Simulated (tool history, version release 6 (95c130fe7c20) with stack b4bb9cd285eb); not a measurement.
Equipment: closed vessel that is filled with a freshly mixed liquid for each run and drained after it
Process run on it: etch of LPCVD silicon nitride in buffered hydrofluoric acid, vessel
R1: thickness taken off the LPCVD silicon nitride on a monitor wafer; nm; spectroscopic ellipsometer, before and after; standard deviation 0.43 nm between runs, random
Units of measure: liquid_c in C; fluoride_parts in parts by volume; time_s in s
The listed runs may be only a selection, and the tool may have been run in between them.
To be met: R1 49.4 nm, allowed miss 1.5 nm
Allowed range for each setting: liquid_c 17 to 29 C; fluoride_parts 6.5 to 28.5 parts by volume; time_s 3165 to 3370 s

{"run": 1, "hour": 0.0, "liquid_c": 21, "fluoride_parts": 17.5, "time_s": 3165, "R1": 22.921}
{"run": 2, "hour": 5.6, "liquid_c": 21, "fluoride_parts": 17.5, "time_s": 3370, "R1": 24.311}
{"run": 3, "hour": 8.8, "liquid_c": 23, "fluoride_parts": 16, "time_s": 3370, "R1": 29.785}
{"run": 4, "hour": 12.7, "liquid_c": 24.5, "fluoride_parts": 15, "time_s": 3370, "R1": 34.211}
{"run": 5, "hour": 15.5, "liquid_c": 25.5, "fluoride_parts": 14.5, "time_s": 3370, "R1": 37.753}
{"run": 6, "hour": 19.4, "liquid_c": 26.5, "fluoride_parts": 14, "time_s": 3370, "R1": 40.797}
{"run": 7, "hour": 26.5, "liquid_c": 27, "fluoride_parts": 13.5, "time_s": 3370, "R1": 43.437}
{"run": 8, "hour": 32.4, "liquid_c": 27.5, "fluoride_parts": 13.5, "time_s": 3370, "R1": 44.811}
{"run": 9, "hour": 40.0, "liquid_c": 28, "fluoride_parts": 13.5, "time_s": 3370, "R1": 46.018}
{"run": 10, "hour": 49.7, "liquid_c": 28, "fluoride_parts": 13.5, "time_s": 3370, "R1": 45.943}

Of the 5 settings listed for the next run, only one would bring every result within its allowed miss of target. Which one?
{"run": "A", "hour": 59.4, "liquid_c": 28.5, "fluoride_parts": 12, "time_s": 3195, "R1": "?"}
{"run": "B", "hour": 59.4, "liquid_c": 29, "fluoride_parts": 15, "time_s": 3270, "R1": "?"}
{"run": "C", "hour": 59.4, "liquid_c": 29, "fluoride_parts": 12.5, "time_s": 3365, "R1": "?"}
{"run": "D", "hour": 59.4, "liquid_c": 24.5, "fluoride_parts": 12.5, "time_s": 3320, "R1": "?"}
{"run": "E", "hour": 59.4, "liquid_c": 27, "fluoride_parts": 12.5, "time_s": 3300, "R1": "?"}

move=A R1=50.286
move=B R1=42.481
move=C R1=52.256
move=D R1=40.506
move=E R1=46.076
A: all results in spec
B: moves away from the targets compared with the last run
C: moves the result that the last run missed by most past its target, out the other side
D: moves away from the targets compared with the last run
E: about as far from the targets as the last run
A is the move that brings every result within its allowed miss.

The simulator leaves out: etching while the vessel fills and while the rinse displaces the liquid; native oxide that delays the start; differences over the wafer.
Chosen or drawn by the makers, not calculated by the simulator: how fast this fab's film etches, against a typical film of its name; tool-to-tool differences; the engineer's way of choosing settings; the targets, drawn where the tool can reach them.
